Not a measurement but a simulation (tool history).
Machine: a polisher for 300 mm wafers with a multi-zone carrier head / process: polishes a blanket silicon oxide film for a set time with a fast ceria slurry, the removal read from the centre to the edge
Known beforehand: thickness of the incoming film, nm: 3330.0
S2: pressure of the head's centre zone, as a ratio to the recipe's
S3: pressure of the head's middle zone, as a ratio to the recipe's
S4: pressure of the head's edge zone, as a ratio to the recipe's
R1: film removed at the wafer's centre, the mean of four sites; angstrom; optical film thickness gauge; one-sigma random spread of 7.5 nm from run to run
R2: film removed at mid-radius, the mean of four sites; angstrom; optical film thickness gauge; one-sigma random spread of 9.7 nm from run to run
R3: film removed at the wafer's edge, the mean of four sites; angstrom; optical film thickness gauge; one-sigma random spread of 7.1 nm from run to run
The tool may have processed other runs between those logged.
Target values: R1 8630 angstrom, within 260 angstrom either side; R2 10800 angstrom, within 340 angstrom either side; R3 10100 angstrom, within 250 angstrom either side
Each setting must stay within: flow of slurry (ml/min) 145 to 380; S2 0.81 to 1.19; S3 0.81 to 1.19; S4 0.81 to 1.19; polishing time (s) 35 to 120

{"run": 1, "hour": 0.0, "flow of slurry (ml/min)": 245, "S2": 1, "S3": 1, "S4": 1, "polishing time (s)": 77, "R1": 10739, "R2": 11539, "R3": 11658}
{"run": 2, "hour": 8.5, "flow of slurry (ml/min)": 245, "S2": 0.92, "S3": 1, "S4": 1, "polishing time (s)": 77, "R1": 9762.7, "R2": 11700, "R3": 11683}
{"run": 3, "hour": 14.6, "flow of slurry (ml/min)": 245, "S2": 0.89, "S3": 1, "S4": 1, "polishing time (s)": 77, "R1": 9535.9, "R2": 11622, "R3": 11661}
{"run": 4, "hour": 20.5, "flow of slurry (ml/min)": 245, "S2": 0.86, "S3": 1, "S4": 1, "polishing time (s)": 77, "R1": 9216.2, "R2": 11780, "R3": 11470}
{"run": 5, "hour": 25.3, "flow of slurry (ml/min)": 245, "S2": 0.9, "S3": 1, "S4": 1, "polishing time (s)": 77, "R1": 9502.9, "R2": 11685, "R3": 11649}
{"run": 6, "hour": 26.2, "flow of slurry (ml/min)": 235, "S2": 0.89, "S3": 0.99, "S4": 0.96, "polishing time (s)": 76, "R1": 9258.6, "R2": 11223, "R3": 11158}
{"run": 7, "hour": 35.1, "flow of slurry (ml/min)": 225, "S2": 0.88, "S3": 1, "S4": 0.93, "polishing time (s)": 76, "R1": 9161.7, "R2": 11404, "R3": 10987}
{"run": 8, "hour": 41.2, "flow of slurry (ml/min)": 220, "S2": 0.87, "S3": 1, "S4": 0.9, "polishing time (s)": 76, "R1": 9127, "R2": 11292, "R3": 10804}
{"run": 9, "hour": 43.9, "flow of slurry (ml/min)": 215, "S2": 0.86, "S3": 1, "S4": 0.88, "polishing time (s)": 76, "R1": 8805.2, "R2": 11137, "R3": 10662}
{"hour": 47.0, "done": "centre zone pressure recalibrated"}
{"run": 10, "hour": 47.0, "flow of slurry (ml/min)": 215, "S2": 0.86, "S3": 1, "S4": 0.88, "polishing time (s)": 76, "R1": 9676.9, "R2": 11353, "R3": 10847}
{"run": 11, "hour": 49.4, "flow of slurry (ml/min)": 210, "S2": 0.85, "S3": 1, "S4": 0.88, "polishing time (s)": 75, "R1": 9300.8, "R2": 11171, "R3": 10415}
{"run": 12, "hour": 52.3, "flow of slurry (ml/min)": 215, "S2": 0.84, "S3": 1, "S4": 0.88, "polishing time (s)": 74, "R1": 9180.5, "R2": 10944, "R3": 10480}

4 candidate next runs follow, results not yet known. Just one meets every target within its allowed miss. Identify it.
{"run": "A", "hour": 55.2, "flow of slurry (ml/min)": 170, "S2": 0.86, "S3": 1.08, "S4": 0.96, "polishing time (s)": 71, "R1": "?", "R2": "?", "R3": "?"}
{"run": "B", "hour": 55.2, "flow of slurry (ml/min)": 200, "S2": 0.91, "S3": 1.05, "S4": 0.81, "polishing time (s)": 71, "R1": "?", "R2": "?", "R3": "?"}
{"run": "C", "hour": 55.2, "flow of slurry (ml/min)": 240, "S2": 0.95, "S3": 1.05, "S4": 0.95, "polishing time (s)": 69, "R1": "?", "R2": "?", "R3": "?"}
{"run": "D", "hour": 55.2, "flow of slurry (ml/min)": 210, "S2": 0.89, "S3": 1.06, "S4": 0.82, "polishing time (s)": 69, "R1": "?", "R2": "?", "R3": "?"}

move=A R1=8588.2 R2=10858 R3=10224
move=B R1=9314 R2=10834 R3=9622.3
move=C R1=9681.4 R2=10754 R3=10216
move=D R1=8911.5 R2=10680 R3=9442.9
A: meets every target
B: lands further from the targets than the last run did
C: lands further from the targets than the last run did
D: lands further from the targets than the last run did
A meets every target.
